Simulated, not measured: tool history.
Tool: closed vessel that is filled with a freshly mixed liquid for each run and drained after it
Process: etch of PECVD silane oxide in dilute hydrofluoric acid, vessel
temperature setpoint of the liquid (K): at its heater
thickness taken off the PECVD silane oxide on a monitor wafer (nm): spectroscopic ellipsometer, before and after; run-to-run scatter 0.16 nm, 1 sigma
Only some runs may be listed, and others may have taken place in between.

run,hour,temperature setpoint of the liquid (K),parts of water to one part of 49 % hydrofluoric acid (parts by volume),time in the liquid (s),thickness taken off the PECVD silane oxide on a monitor wafer (nm)
1,0.0,294.15,155,30,4.9555
2,1.8,292.65,155,30,4.7404
3,6.6,294.15,135,30,5.7444
4,11.3,295.15,120,30,6.9161
5,18.4,295.15,80,30,11.1570
# hour 20.4: thermometer replaced
6,20.4,292.15,80,30,8.8326
7,23.4,296.15,75,30,11.4010

Run 8 has not been measured yet. What should we expect?
8,27.7,297.15,75,30,?

{"run 8": {"thickness taken off the PECVD silane oxide on a monitor wafer (nm)": 11.667}}
